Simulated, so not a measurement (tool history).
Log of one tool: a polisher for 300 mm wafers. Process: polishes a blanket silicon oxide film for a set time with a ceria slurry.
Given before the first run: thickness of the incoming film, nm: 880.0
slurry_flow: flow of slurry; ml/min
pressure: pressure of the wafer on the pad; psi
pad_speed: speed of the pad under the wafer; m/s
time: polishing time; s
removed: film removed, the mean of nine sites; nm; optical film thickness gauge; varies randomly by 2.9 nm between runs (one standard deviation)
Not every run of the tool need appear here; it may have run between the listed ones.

run	hour	slurry_flow	pressure	pad_speed	time	removed
1	0	280	3.9	0.88	51	283.2
2	8.9	285	4.2	0.88	51	300.88
3	13.8	285	3.4	0.88	51	247.8
4	19.4	285	3.9	0.88	51	286.01
5	27.7	295	4.2	0.88	51	302.44
# hour 34.3: head pressure recalibrated
6	34.3	295	4.5	0.88	51	299
7	38.6	280	4.9	0.88	51	326.06
8	46.5	280	5.2	0.88	51	342.87
9	47.8	280	5.4	0.88	51	357.51

Expected results for the next run?
10	54.8	280	5.5	0.88	51	?

removed: 359.71 nm
